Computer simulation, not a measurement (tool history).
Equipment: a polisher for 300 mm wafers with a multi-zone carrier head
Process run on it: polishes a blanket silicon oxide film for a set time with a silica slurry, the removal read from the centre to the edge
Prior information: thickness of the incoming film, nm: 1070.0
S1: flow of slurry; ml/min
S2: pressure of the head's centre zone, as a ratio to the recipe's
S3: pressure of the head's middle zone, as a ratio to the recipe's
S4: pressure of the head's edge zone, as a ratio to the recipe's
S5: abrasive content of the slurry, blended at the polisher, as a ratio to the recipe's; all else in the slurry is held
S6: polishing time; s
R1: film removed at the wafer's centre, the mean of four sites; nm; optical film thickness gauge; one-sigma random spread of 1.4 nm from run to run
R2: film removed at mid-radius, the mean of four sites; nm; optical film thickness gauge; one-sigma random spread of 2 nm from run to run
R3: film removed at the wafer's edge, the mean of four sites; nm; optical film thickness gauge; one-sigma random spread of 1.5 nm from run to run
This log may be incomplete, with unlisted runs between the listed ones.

run 1 hour=0 | S1=315 S2=1 S3=1 S4=1 S5=1 S6=65 | R1=272.13 R2=270.83 R3=269.98
run 2 hour=7.9 | S1=375 S2=1 S3=1 S4=1 S5=1 S6=65 | R1=277.95 R2=274.41 R3=275.88
run 3 hour=12.9 | S1=375 S2=0.99 S3=0.95 S4=0.99 S5=0.85 S6=65 | R1=241.45 R2=238.63 R3=243.28
run 4 hour=18.1 | S1=375 S2=0.99 S3=0.95 S4=0.99 S5=1 S6=65 | R1=271.87 R2=262.93 R3=272.31
run 5 hour=22.6 | S1=370 S2=1 S3=0.91 S4=1.01 S5=0.9 S6=64 | R1=253.04 R2=230.76 R3=253.63
run 6 hour=23.2 | S1=355 S2=0.99 S3=0.88 S4=1 S5=0.85 S6=64 | R1=239.23 R2=219.85 R3=243.46

Run 7, settings as shown, results not yet in. Your forecast:
run 7 hour=25.8 | S1=355 S2=0.99 S3=0.86 S4=1 S5=0.8 S6=64 | R1=? R2=? R3=?

R1: 229.74 nm
R2: 205.64 nm
R3: 232.54 nm
